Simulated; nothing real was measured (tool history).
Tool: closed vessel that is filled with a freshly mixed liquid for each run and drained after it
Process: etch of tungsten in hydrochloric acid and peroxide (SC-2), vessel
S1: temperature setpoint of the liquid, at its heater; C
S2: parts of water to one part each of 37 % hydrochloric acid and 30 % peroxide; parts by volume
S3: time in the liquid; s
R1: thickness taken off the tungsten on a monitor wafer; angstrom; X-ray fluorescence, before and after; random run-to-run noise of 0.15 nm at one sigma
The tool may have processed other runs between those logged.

run,day,S1,S2,S3,R1
1,0,51,8.5,95,335.38
2,0.246,51,8.5,105,375.98
3,0.408,47.5,8.5,105,293.87
4,0.521,47.5,7,105,342.87
5,0.588,44.5,7,105,281.93
6,0.871,40.5,7,105,212.27
7,1.042,39.5,7,105,197.84

For run 8, what comes out?
8,1.308,39.5,7,105,?

{"run 8": {"R1": 195.94}}
